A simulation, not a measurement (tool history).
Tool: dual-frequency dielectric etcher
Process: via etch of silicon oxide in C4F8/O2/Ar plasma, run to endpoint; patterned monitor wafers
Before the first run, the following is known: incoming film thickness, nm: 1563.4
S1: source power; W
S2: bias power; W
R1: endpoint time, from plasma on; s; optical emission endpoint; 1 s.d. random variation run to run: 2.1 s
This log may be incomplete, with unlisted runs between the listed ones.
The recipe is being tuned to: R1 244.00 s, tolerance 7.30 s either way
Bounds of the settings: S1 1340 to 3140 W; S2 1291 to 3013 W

run,hour,S1,S2,R1
1,0.0,2240,2152,282.34
2,7.8,2240,2337,276.83
3,10.6,2300,2361,266.45
4,14.3,2070,2361,291.25
5,20.7,2070,2209,295.25
6,26.9,1700,2209,335.70
7,33.6,1790,2228,324.20
8,41.5,1870,2245,315.61
9,43.9,1940,2260,302.24

Which one of the following 4 next-run settings gets every result inside its allowed miss? There is exactly one.
A,46.3,2750,2858,?
B,46.3,2410,2186,?
C,46.3,2410,2789,?
D,46.3,2240,2654,?

move,R1
A,224.59
B,267.59
C,244.76
D,260.77
A: takes the biggest miss from the last run beyond its target
B: moves toward the targets from the last run without getting all of them in spec
C: every result lands within tolerance
D: moves toward the targets from the last run without getting all of them in spec
Move C is the one to make.
